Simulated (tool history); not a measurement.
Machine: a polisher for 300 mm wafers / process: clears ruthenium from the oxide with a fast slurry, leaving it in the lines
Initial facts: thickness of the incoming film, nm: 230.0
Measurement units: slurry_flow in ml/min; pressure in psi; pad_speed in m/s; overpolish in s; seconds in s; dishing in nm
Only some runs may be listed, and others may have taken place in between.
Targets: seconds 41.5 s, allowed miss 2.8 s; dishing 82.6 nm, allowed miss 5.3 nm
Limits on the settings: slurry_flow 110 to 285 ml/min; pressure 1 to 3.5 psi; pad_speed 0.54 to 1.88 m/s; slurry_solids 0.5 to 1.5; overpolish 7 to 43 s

{"run": 1, "hour": 0.0, "slurry_flow": 180, "pressure": 2.2, "pad_speed": 1.2, "slurry_solids": 1, "overpolish": 22, "seconds": 79.023, "dishing": 62.167}
{"run": 2, "hour": 6.8, "slurry_flow": 180, "pressure": 2.6, "pad_speed": 1.22, "slurry_solids": 1, "overpolish": 20, "seconds": 63.576, "dishing": 64.82}
{"run": 3, "hour": 11.3, "slurry_flow": 180, "pressure": 2.6, "pad_speed": 1.22, "slurry_solids": 0.85, "overpolish": 20, "seconds": 73.026, "dishing": 61.077}
{"run": 4, "hour": 15.7, "slurry_flow": 180, "pressure": 2.6, "pad_speed": 0.94, "slurry_solids": 0.85, "overpolish": 20, "seconds": 92.581, "dishing": 49.772}
{"run": 5, "hour": 20.7, "slurry_flow": 180, "pressure": 2.6, "pad_speed": 0.94, "slurry_solids": 0.75, "overpolish": 20, "seconds": 103.67, "dishing": 44.334}
{"run": 6, "hour": 21.5, "slurry_flow": 180, "pressure": 2.6, "pad_speed": 0.68, "slurry_solids": 0.75, "overpolish": 20, "seconds": 139.76, "dishing": 33.671}
{"run": 7, "hour": 26.1, "slurry_flow": 180, "pressure": 2.9, "pad_speed": 0.88, "slurry_solids": 0.75, "overpolish": 19, "seconds": 97.444, "dishing": 45.507}
{"run": 8, "hour": 28.6, "slurry_flow": 190, "pressure": 3.5, "pad_speed": 1.22, "slurry_solids": 0.85, "overpolish": 13, "seconds": 53.021, "dishing": 52.017}
{"run": 9, "hour": 36.8, "slurry_flow": 190, "pressure": 3.4, "pad_speed": 1.32, "slurry_solids": 0.85, "overpolish": 15, "seconds": 50.739, "dishing": 64.442}
{"run": 10, "hour": 41.6, "slurry_flow": 190, "pressure": 3.4, "pad_speed": 1.38, "slurry_solids": 0.85, "overpolish": 15, "seconds": 48.62, "dishing": 64.038}
{"run": 11, "hour": 44.5, "slurry_flow": 195, "pressure": 3.5, "pad_speed": 1.52, "slurry_solids": 0.9, "overpolish": 20, "seconds": 41.892, "dishing": 91.912}
{"run": 12, "hour": 50.7, "slurry_flow": 195, "pressure": 3.5, "pad_speed": 1.52, "slurry_solids": 0.9, "overpolish": 19, "seconds": 40.665, "dishing": 89.28}

Exactly one of the 4 candidate moves below puts every result within its allowed miss. Which one?
{"run": "A", "hour": 56.9, "slurry_flow": 150, "pressure": 3.5, "pad_speed": 1.7, "slurry_solids": 1.05, "overpolish": 12, "seconds": "?", "dishing": "?"}
{"run": "B", "hour": 56.9, "slurry_flow": 175, "pressure": 3.5, "pad_speed": 1.72, "slurry_solids": 1, "overpolish": 14, "seconds": "?", "dishing": "?"}
{"run": "C", "hour": 56.9, "slurry_flow": 200, "pressure": 3.5, "pad_speed": 1.48, "slurry_solids": 0.9, "overpolish": 17, "seconds": "?", "dishing": "?"}
{"run": "D", "hour": 56.9, "slurry_flow": 180, "pressure": 3.5, "pad_speed": 1.68, "slurry_solids": 0.95, "overpolish": 12, "seconds": "?", "dishing": "?"}

move=A seconds=35.776 dishing=73.783
move=B seconds=35.507 dishing=83.518
move=C seconds=43.088 dishing=83.557
move=D seconds=37.318 dishing=71.372
A: takes the result that was furthest off past its target
B: brings the result that was furthest off to its target, and leaves another outside
C: every result lands within tolerance
D: takes the result that was furthest off past its target
Move C is the one to make.
